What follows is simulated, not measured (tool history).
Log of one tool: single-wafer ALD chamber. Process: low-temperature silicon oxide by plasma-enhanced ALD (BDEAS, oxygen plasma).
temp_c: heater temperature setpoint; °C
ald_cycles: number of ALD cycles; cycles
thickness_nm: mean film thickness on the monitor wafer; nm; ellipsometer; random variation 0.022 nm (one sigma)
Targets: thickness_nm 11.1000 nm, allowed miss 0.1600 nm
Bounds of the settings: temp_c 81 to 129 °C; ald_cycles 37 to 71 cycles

{"run": 1, "hour": 0.0, "temp_c": 105, "ald_cycles": 54, "thickness_nm": 8.7652}
{"run": 2, "hour": 6.9, "temp_c": 104, "ald_cycles": 56, "thickness_nm": 9.1234}
{"run": 3, "hour": 10.6, "temp_c": 113, "ald_cycles": 56, "thickness_nm": 8.9898}
{"run": 4, "hour": 19.4, "temp_c": 103, "ald_cycles": 56, "thickness_nm": 9.1408}
{"run": 5, "hour": 21.8, "temp_c": 113, "ald_cycles": 56, "thickness_nm": 8.97}
{"run": 6, "hour": 28.4, "temp_c": 113, "ald_cycles": 50, "thickness_nm": 7.9968}
{"run": 7, "hour": 32.9, "temp_c": 111, "ald_cycles": 52, "thickness_nm": 8.3693}
{"run": 8, "hour": 36.8, "temp_c": 111, "ald_cycles": 52, "thickness_nm": 8.356}
{"run": 9, "hour": 40.2, "temp_c": 109, "ald_cycles": 54, "thickness_nm": 8.7133}
{"run": 10, "hour": 47.6, "temp_c": 108, "ald_cycles": 56, "thickness_nm": 9.0417}
{"run": 11, "hour": 54.3, "temp_c": 107, "ald_cycles": 57, "thickness_nm": 9.1959}
{"run": 12, "hour": 59.8, "temp_c": 106, "ald_cycles": 58, "thickness_nm": 9.4393}
{"run": 13, "hour": 61.8, "temp_c": 105, "ald_cycles": 59, "thickness_nm": 9.5536}
{"run": 14, "hour": 68.7, "temp_c": 105, "ald_cycles": 59, "thickness_nm": 9.5995}
{"run": 15, "hour": 72.0, "temp_c": 104, "ald_cycles": 60, "thickness_nm": 9.7696}
{"run": 16, "hour": 74.9, "temp_c": 103, "ald_cycles": 61, "thickness_nm": 9.9445}

4 next moves are on the table. One of them brings every result within its allowed miss. Which?
{"run": "A", "hour": 77.8, "temp_c": 105, "ald_cycles": 68, "thickness_nm": "?"}
{"run": "B", "hour": 77.8, "temp_c": 106, "ald_cycles": 65, "thickness_nm": "?"}
{"run": "C", "hour": 77.8, "temp_c": 103, "ald_cycles": 66, "thickness_nm": "?"}
{"run": "D", "hour": 77.8, "temp_c": 104, "ald_cycles": 65, "thickness_nm": "?"}

move=A thickness_nm=11.0420
move=B thickness_nm=10.5350
move=C thickness_nm=10.7560
move=D thickness_nm=10.5740
A: meets every target
B: nearer than the last run, and not there yet
C: nearer than the last run, and not there yet
D: nearer than the last run, and not there yet
Answer: A

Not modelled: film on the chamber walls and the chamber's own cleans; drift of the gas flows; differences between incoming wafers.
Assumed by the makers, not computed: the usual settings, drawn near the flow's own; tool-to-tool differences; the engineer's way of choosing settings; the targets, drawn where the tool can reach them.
